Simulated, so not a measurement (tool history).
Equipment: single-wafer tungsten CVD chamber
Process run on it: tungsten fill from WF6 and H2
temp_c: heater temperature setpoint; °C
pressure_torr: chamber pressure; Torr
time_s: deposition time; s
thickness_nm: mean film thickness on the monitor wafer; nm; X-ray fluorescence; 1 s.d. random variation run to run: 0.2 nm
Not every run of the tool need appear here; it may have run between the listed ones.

| run | day | temp_c | pressure_torr | time_s | thickness_nm |
|---|---|---|---|---|---|
| 1 | 0 | 385 | 51.2 | 23.4 | 73.815 |
| 2 | 0.283 | 386 | 51.3 | 23.4 | 75.247 |
| 3 | 0.533 | 386 | 55.4 | 23.4 | 76.997 |
| 4 | 0.796 | 387 | 55.5 | 23.4 | 78.092 |
| 5 | 1.096 | 387 | 49.7 | 23.4 | 75.85 |
| 6 | 1.25 | 387 | 40.8 | 23.4 | 70.917 |
| 7 | 1.483 | 399 | 42.1 | 23.4 | 88.263 |

What does the tool deliver on the next run?
| 8 | 1.775 | 401 | 42.3 | 23.4 | ? |

{"run 8": {"thickness_nm": 90.835}}
